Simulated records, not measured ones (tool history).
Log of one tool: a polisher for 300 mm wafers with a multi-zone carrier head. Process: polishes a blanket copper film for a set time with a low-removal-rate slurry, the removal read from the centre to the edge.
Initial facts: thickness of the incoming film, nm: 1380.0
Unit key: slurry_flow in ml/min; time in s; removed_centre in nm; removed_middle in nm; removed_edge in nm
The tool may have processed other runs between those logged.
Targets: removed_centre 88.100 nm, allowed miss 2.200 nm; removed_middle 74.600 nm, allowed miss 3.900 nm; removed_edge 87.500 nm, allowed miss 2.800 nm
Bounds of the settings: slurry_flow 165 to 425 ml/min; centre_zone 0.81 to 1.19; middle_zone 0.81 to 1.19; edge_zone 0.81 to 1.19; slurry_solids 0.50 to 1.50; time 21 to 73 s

{"run": 1, "hour": 0.0, "slurry_flow": 275, "centre_zone": 1.0, "middle_zone": 1.0, "edge_zone": 1.0, "slurry_solids": 1.0, "time": 47, "removed_centre": 117.11, "removed_middle": 125.75, "removed_edge": 128.22}
{"run": 2, "hour": 6.1, "slurry_flow": 275, "centre_zone": 1.01, "middle_zone": 0.97, "edge_zone": 0.99, "slurry_solids": 0.9, "time": 45, "removed_centre": 107.47, "removed_middle": 113.64, "removed_edge": 117.59}
{"run": 3, "hour": 13.7, "slurry_flow": 275, "centre_zone": 1.01, "middle_zone": 0.89, "edge_zone": 0.99, "slurry_solids": 0.9, "time": 45, "removed_centre": 108.72, "removed_middle": 105.07, "removed_edge": 119.69}
{"run": 4, "hour": 16.7, "slurry_flow": 275, "centre_zone": 1.03, "middle_zone": 0.88, "edge_zone": 0.98, "slurry_solids": 0.85, "time": 44, "removed_centre": 106.85, "removed_middle": 102.05, "removed_edge": 113.73}
{"run": 5, "hour": 24.0, "slurry_flow": 275, "centre_zone": 1.03, "middle_zone": 0.88, "edge_zone": 0.91, "slurry_solids": 0.85, "time": 44, "removed_centre": 105.95, "removed_middle": 99.123, "removed_edge": 108.22}
{"run": 6, "hour": 30.4, "slurry_flow": 265, "centre_zone": 1.04, "middle_zone": 0.87, "edge_zone": 0.91, "slurry_solids": 0.8, "time": 43, "removed_centre": 102.79, "removed_middle": 95.269, "removed_edge": 103.87}
{"run": 7, "hour": 31.1, "slurry_flow": 260, "centre_zone": 1.05, "middle_zone": 0.86, "edge_zone": 0.92, "slurry_solids": 0.75, "time": 42, "removed_centre": 98.972, "removed_middle": 91.59, "removed_edge": 100.88}
{"run": 8, "hour": 32.1, "slurry_flow": 245, "centre_zone": 1.14, "middle_zone": 0.81, "edge_zone": 0.96, "slurry_solids": 0.5, "time": 36, "removed_centre": 80.253, "removed_middle": 63.621, "removed_edge": 78.633}
{"run": 9, "hour": 33.8, "slurry_flow": 260, "centre_zone": 1.14, "middle_zone": 0.82, "edge_zone": 0.97, "slurry_solids": 0.5, "time": 36, "removed_centre": 79.675, "removed_middle": 66.105, "removed_edge": 77.394}
{"hour": 41.1, "done": "centre zone pressure recalibrated"}
{"run": 10, "hour": 41.1, "slurry_flow": 260, "centre_zone": 1.14, "middle_zone": 0.83, "edge_zone": 0.98, "slurry_solids": 0.55, "time": 36, "removed_centre": 88.978, "removed_middle": 67.127, "removed_edge": 80.898}
{"run": 11, "hour": 44.8, "slurry_flow": 255, "centre_zone": 1.13, "middle_zone": 0.84, "edge_zone": 0.99, "slurry_solids": 0.55, "time": 36, "removed_centre": 88.085, "removed_middle": 67.041, "removed_edge": 81.693}
{"run": 12, "hour": 49.2, "slurry_flow": 260, "centre_zone": 1.12, "middle_zone": 0.85, "edge_zone": 0.99, "slurry_solids": 0.55, "time": 36, "removed_centre": 87.275, "removed_middle": 69.892, "removed_edge": 80.803}

Which of these 5 next moves meets every target?
{"run": "A", "hour": 53.6, "slurry_flow": 215, "centre_zone": 1.06, "middle_zone": 0.81, "edge_zone": 1.04, "slurry_solids": 0.5, "time": 38, "removed_centre": "?", "removed_middle": "?", "removed_edge": "?"}
{"run": "B", "hour": 53.6, "slurry_flow": 215, "centre_zone": 0.93, "middle_zone": 0.81, "edge_zone": 0.92, "slurry_solids": 0.5, "time": 42, "removed_centre": "?", "removed_middle": "?", "removed_edge": "?"}
{"run": "C", "hour": 53.6, "slurry_flow": 220, "centre_zone": 1.13, "middle_zone": 0.89, "edge_zone": 1.04, "slurry_solids": 0.65, "time": 36, "removed_centre": "?", "removed_middle": "?", "removed_edge": "?"}
{"run": "D", "hour": 53.6, "slurry_flow": 220, "centre_zone": 1.01, "middle_zone": 0.81, "edge_zone": 0.91, "slurry_solids": 0.5, "time": 42, "removed_centre": "?", "removed_middle": "?", "removed_edge": "?"}
{"run": "E", "hour": 53.6, "slurry_flow": 285, "centre_zone": 1.1, "middle_zone": 1.08, "edge_zone": 0.87, "slurry_solids": 0.5, "time": 36, "removed_centre": "?", "removed_middle": "?", "removed_edge": "?"}

move=A removed_centre=84.250 removed_middle=67.618 removed_edge=82.672
move=B removed_centre=82.717 removed_middle=74.795 removed_edge=86.176
move=C removed_centre=92.695 removed_middle=75.165 removed_edge=85.612
move=D removed_centre=89.308 removed_middle=74.912 removed_edge=85.866
move=E removed_centre=84.792 removed_middle=81.504 removed_edge=73.001
A: nearer the targets than the last run, but a result is still out of spec
B: the worst result of the last run now meets its target, but another is out of spec
C: the worst result of the last run now meets its target, but another is out of spec
D: all results in spec
E: lands further from the targets than the last run did
D meets every target.

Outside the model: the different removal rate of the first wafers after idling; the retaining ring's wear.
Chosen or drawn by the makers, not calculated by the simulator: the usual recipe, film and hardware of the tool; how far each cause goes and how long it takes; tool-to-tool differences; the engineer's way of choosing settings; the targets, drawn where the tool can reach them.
